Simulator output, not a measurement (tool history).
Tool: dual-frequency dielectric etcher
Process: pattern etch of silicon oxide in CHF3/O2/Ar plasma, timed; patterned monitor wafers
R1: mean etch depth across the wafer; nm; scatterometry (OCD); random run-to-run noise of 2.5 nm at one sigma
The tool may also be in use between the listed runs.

Run 1, hour 0: source power (kW) 0.66, bias power (kW) 0.234, etch time (s) 338. Result: R1 748.17 nm.
Run 2, hour 3: source power (kW) 0.59, bias power (kW) 0.234, etch time (s) 338. Result: R1 711.54 nm.
Run 3, hour 5: source power (kW) 0.56, bias power (kW) 0.233, etch time (s) 338. Result: R1 682.78 nm.
Run 4, hour 11.5: source power (kW) 0.56, bias power (kW) 0.233, etch time (s) 310. Result: R1 626.59 nm.
Run 5, hour 15.7: source power (kW) 0.57, bias power (kW) 0.233, etch time (s) 310. Result: R1 633.53 nm.
Run 6, hour 20.1: source power (kW) 0.57, bias power (kW) 0.233, etch time (s) 338. Result: R1 690.53 nm.
Run 7, hour 22.2: source power (kW) 0.56, bias power (kW) 0.233, etch time (s) 338. Result: R1 685.43 nm.

The next listed run, before its measurement:
Run 8, hour 27: source power (kW) 0.47, bias power (kW) 0.23, etch time (s) 338. Result: R1 ?.

Run 8 yielded R1 613.98 nm.
